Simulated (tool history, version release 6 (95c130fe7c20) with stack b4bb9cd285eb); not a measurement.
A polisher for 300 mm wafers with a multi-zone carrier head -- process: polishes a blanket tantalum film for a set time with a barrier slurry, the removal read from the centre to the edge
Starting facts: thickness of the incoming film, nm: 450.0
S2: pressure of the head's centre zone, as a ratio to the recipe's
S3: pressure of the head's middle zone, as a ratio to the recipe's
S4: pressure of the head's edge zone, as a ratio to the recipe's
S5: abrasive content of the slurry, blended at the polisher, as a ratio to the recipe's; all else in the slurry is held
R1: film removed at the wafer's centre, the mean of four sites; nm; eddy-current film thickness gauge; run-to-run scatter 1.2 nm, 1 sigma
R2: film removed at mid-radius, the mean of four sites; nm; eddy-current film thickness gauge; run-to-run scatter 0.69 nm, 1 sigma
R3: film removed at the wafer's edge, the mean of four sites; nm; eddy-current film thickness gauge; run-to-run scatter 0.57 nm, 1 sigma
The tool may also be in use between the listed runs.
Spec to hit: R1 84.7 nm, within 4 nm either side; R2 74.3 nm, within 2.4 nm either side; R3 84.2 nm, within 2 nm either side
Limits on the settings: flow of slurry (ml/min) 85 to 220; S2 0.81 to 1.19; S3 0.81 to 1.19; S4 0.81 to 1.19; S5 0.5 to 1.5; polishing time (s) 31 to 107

Run 1, hour 0: flow of slurry (ml/min) 140, S2 1, S3 1, S4 1, S5 1, polishing time (s) 69. Result: R1 77.151 nm, R2 78.587 nm, R3 75.414 nm.
Run 2, hour 2.9: flow of slurry (ml/min) 145, S2 1.01, S3 0.97, S4 1.03, S5 1, polishing time (s) 69. Result: R1 79.742 nm, R2 76.908 nm, R3 75.903 nm.
Run 3, hour 7.4: flow of slurry (ml/min) 145, S2 1, S3 0.94, S4 1.07, S5 1.05, polishing time (s) 69. Result: R1 79.451 nm, R2 77.565 nm, R3 78.76 nm.
Run 4, hour 11: flow of slurry (ml/min) 145, S2 1, S3 0.94, S4 1.11, S5 1.05, polishing time (s) 69. Result: R1 77.249 nm, R2 77.052 nm, R3 80.761 nm.
Run 5, hour 12.6: flow of slurry (ml/min) 150, S2 1.02, S3 0.92, S4 1.12, S5 1.05, polishing time (s) 69. Result: R1 82.707 nm, R2 75.735 nm, R3 81.38 nm.
Run 6, hour 16.3: flow of slurry (ml/min) 150, S2 1.02, S3 0.92, S4 1.12, S5 1.05, polishing time (s) 56. Result: R1 66.24 nm, R2 61.401 nm, R3 65.571 nm.
Run 7, hour 22.7: flow of slurry (ml/min) 155, S2 1.02, S3 0.91, S4 1.14, S5 1.15, polishing time (s) 57. Result: R1 69.477 nm, R2 63.852 nm, R3 69.342 nm.
Run 8, hour 25.2: flow of slurry (ml/min) 160, S2 1.02, S3 0.9, S4 1.15, S5 1.25, polishing time (s) 58. Result: R1 71.752 nm, R2 66.089 nm, R3 74.113 nm.
Run 9, hour 34: flow of slurry (ml/min) 170, S2 1.03, S3 0.91, S4 1.16, S5 1.3, polishing time (s) 58. Result: R1 73.774 nm, R2 68.294 nm, R3 74.932 nm.
Run 10, hour 42.4: flow of slurry (ml/min) 175, S2 1.04, S3 0.9, S4 1.17, S5 1.35, polishing time (s) 59. Result: R1 77.976 nm, R2 69.032 nm, R3 77.506 nm.
Run 11, hour 44.6: flow of slurry (ml/min) 180, S2 1.04, S3 0.9, S4 1.18, S5 1.4, polishing time (s) 59. Result: R1 79.083 nm, R2 70.905 nm, R3 78.393 nm.

Below are 5 possible settings for the next run. Only one of them brings all results inside the allowed miss of their targets. Which is it?
Run A, hour 46.8: flow of slurry (ml/min) 165, S2 1, S3 0.83, S4 1.17, S5 1.3, polishing time (s) 68. Result: R1 ?, R2 ?, R3 ?.
Run B, hour 46.8: flow of slurry (ml/min) 215, S2 1.19, S3 0.87, S4 1.14, S5 1.25, polishing time (s) 60. Result: R1 ?, R2 ?, R3 ?.
Run C, hour 46.8: flow of slurry (ml/min) 170, S2 1.16, S3 0.83, S4 1.18, S5 1.45, polishing time (s) 63. Result: R1 ?, R2 ?, R3 ?.
Run D, hour 46.8: flow of slurry (ml/min) 165, S2 1.16, S3 0.86, S4 1.14, S5 1.25, polishing time (s) 67. Result: R1 ?, R2 ?, R3 ?.
Run E, hour 46.8: flow of slurry (ml/min) 165, S2 1.05, S3 0.89, S4 1.19, S5 1.45, polishing time (s) 63. Result: R1 ?, R2 ?, R3 ?.

move      R1      R2      R3
   A  84.174  73.007  88.598
   B  91.332  68.661  78.488
   C  93.526  69.755  84.969
   D  95.319  73.189  85.279
   E  84.199  73.513  84.967
A: takes the biggest miss from the last run beyond its target
B: no better and no worse than the last run
C: gets the furthest-off result to its target, but another result is out of tolerance
D: gets the furthest-off result to its target, but another result is out of tolerance
E: hits every target within its allowed miss
So the answer is move E, the one that meets all the targets.

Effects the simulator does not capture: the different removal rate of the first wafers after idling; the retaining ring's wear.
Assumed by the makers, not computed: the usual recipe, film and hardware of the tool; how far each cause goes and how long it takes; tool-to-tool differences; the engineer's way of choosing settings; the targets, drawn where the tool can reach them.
